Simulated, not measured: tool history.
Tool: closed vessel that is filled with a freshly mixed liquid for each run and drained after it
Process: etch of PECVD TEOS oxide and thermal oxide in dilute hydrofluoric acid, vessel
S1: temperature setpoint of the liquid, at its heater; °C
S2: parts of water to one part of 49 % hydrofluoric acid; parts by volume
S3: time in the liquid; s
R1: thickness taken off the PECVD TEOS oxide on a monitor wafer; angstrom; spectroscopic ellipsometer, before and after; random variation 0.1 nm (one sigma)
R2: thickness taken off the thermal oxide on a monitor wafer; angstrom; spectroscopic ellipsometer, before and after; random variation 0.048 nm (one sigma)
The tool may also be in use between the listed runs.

| run | hour | S1 | S2 | S3 | R1 | R2 |
|---|---|---|---|---|---|---|
| 1 | 0 | 25 | 125 | 370 | 250.18 | 135.18 |
| 2 | 7.3 | 25 | 125 | 435 | 293.75 | 157.71 |
| 3 | 16.5 | 24 | 130 | 435 | 272.22 | 145.14 |
| 4 | 23.6 | 23 | 135 | 435 | 252.19 | 133.02 |
| 5 | 27.1 | 21 | 135 | 435 | 230.98 | 124.44 |
| 6 | 29.2 | 21 | 135 | 310 | 166.66 | 87.415 |
| 7 | 34.2 | 20.5 | 135 | 310 | 162.14 | 86.691 |
| 8 | 43.3 | 20 | 135 | 310 | 158.7 | 84.75 |

Run 9 comes next. What will it give?
| 9 | 46.8 | 19.5 | 135 | 310 | ? | ? |

R1: 154.72 angstrom
R2: 82.514 angstrom
